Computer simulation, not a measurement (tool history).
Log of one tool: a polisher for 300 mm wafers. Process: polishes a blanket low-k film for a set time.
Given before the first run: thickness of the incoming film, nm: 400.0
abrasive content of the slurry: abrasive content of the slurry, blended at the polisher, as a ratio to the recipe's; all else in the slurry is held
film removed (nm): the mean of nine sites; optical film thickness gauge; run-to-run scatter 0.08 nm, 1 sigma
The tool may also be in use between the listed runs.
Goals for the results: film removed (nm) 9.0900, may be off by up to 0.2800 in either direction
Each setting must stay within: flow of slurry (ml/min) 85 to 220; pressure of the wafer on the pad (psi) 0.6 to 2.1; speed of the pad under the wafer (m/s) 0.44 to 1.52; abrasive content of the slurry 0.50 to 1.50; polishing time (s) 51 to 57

run,hour,flow of slurry (ml/min),pressure of the wafer on the pad (psi),speed of the pad under the wafer (m/s),abrasive content of the slurry,polishing time (s),film removed (nm)
1,0.0,140,1.3,0.98,1.00,57,18.6640
2,3.6,135,1.1,0.94,1.00,57,15.1310
3,12.2,135,1.1,0.94,1.00,51,13.7630
4,13.4,135,1.1,0.94,0.80,51,11.5380
5,20.8,115,1.1,0.94,0.80,51,11.1850
6,23.9,110,1.0,0.94,0.80,51,10.0100
7,26.1,105,1.0,0.94,0.80,51,9.9606
8,33.7,100,1.0,0.94,0.80,51,9.9313
9,41.8,95,1.0,0.94,0.80,51,9.6654
10,43.4,90,1.0,0.94,0.80,51,9.4475

Of the 5 settings listed for the next run, only one would bring every result within its allowed miss of target. Which one?
A,45.0,95,1.1,0.94,0.60,54,?
B,45.0,85,0.9,1.04,0.80,51,?
C,45.0,130,1.2,0.58,0.75,53,?
D,45.0,90,0.6,1.18,0.95,53,?
E,45.0,95,0.8,0.98,0.80,53,?

move,film removed (nm)
A,8.5219
B,9.2642
C,8.4475
D,8.3943
E,8.4989
A: carries the result that was furthest off beyond its target, to the other side
B: all results land within tolerance of their targets
C: carries the result that was furthest off beyond its target, to the other side
D: carries the result that was furthest off beyond its target, to the other side
E: carries the result that was furthest off beyond its target, to the other side
Move B is the one to make.
